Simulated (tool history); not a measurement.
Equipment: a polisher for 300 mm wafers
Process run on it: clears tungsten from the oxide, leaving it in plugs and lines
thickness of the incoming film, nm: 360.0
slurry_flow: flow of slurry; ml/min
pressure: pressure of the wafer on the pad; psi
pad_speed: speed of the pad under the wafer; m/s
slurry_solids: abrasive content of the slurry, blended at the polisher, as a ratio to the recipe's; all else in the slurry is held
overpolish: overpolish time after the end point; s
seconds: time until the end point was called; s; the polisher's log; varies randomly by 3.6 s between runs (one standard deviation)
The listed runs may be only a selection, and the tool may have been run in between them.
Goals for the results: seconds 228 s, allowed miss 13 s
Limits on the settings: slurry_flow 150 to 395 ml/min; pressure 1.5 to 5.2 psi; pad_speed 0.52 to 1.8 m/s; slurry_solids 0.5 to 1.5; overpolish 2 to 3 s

run,hour,slurry_flow,pressure,pad_speed,slurry_solids,overpolish,seconds
1,0,250,3.3,1.16,1,3,75.53
2,3.3,250,3.3,1.16,1,3,76.328
3,10.1,250,3.3,1.16,1.2,3,69.835
4,10.8,250,2.4,1.16,1.2,3,95.305
5,16.1,245,2.1,0.98,1.15,3,134.94
6,23.9,245,1.9,0.9,1.15,3,156.11
7,26.4,245,1.8,0.84,1.15,3,175.96
8,30.3,245,1.7,0.8,1.15,3,190.26
9,35.1,240,1.5,0.66,1.15,3,265.09
10,37.2,250,1.6,0.66,1.15,3,253.77

Below are 4 possible settings for the next run. Only one of them brings all results inside the allowed miss of their targets. Which is it?
A,39.3,260,2,0.66,1.2,3,?
B,39.3,265,1.6,0.64,1.1,3,?
C,39.3,250,1.5,0.62,1.1,3,?
D,39.3,215,2.3,0.52,1.25,2,?

move,seconds
A,202.17
B,260.58
C,287.18
D,225.11
A: carries the result that was furthest off beyond its target, to the other side
B: further off than the last run
C: further off than the last run
D: all results in spec
The move that meets every target is D.
